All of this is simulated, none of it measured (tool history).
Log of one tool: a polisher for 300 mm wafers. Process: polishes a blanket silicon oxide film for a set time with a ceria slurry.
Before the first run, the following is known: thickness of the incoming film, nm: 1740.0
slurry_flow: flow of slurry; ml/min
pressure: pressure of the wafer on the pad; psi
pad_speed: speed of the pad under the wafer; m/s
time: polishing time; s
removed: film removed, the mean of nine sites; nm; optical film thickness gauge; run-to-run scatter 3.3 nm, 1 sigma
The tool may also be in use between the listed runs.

| run | hour | slurry_flow | pressure | pad_speed | time | removed |
|---|---|---|---|---|---|---|
| 1 | 0.0 | 220 | 2.8 | 1.28 | 91 | 449.93 |
| 2 | 1.9 | 275 | 2.8 | 1.28 | 91 | 470.54 |
| 3 | 3.0 | 275 | 2.8 | 1.28 | 91 | 456.83 |
| 4 | 8.9 | 275 | 2.8 | 1.10 | 91 | 402.61 |
| 5 | 11.1 | 275 | 2.8 | 0.90 | 91 | 325.69 |
| 6 | 12.8 | 275 | 2.8 | 0.90 | 91 | 326.78 |

Estimate the outcome of run 7 from the log above:
|  | 21.4 | slurry nozzle cleaned |
| 7 | 21.4 | 275 | 2.6 | 0.90 | 91 | ? |

Run 7 produced removed 315.79 nm.
